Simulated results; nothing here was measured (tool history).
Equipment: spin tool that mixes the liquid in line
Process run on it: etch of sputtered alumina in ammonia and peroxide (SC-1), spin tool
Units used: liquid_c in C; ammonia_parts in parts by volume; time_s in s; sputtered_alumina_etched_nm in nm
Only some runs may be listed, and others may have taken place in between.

run 1 hour=0.0 | liquid_c=58.0 ammonia_parts=0.60 time_s=225 | sputtered_alumina_etched_nm=22.422
run 2 hour=8.2 | liquid_c=58.5 ammonia_parts=0.60 time_s=225 | sputtered_alumina_etched_nm=22.828
run 3 hour=9.7 | liquid_c=58.5 ammonia_parts=0.45 time_s=225 | sputtered_alumina_etched_nm=22.053
run 4 hour=13.4 | liquid_c=59.0 ammonia_parts=0.45 time_s=225 | sputtered_alumina_etched_nm=22.689
run 5 hour=14.7 | liquid_c=55.5 ammonia_parts=0.45 time_s=225 | sputtered_alumina_etched_nm=18.849
run 6 hour=15.8 | liquid_c=56.5 ammonia_parts=0.45 time_s=225 | sputtered_alumina_etched_nm=19.883

What does the tool deliver on the next run?
run 7 hour=21.9 | liquid_c=57.5 ammonia_parts=0.45 time_s=225 | sputtered_alumina_etched_nm=?

{"run 7": {"sputtered_alumina_etched_nm": 21.188}}

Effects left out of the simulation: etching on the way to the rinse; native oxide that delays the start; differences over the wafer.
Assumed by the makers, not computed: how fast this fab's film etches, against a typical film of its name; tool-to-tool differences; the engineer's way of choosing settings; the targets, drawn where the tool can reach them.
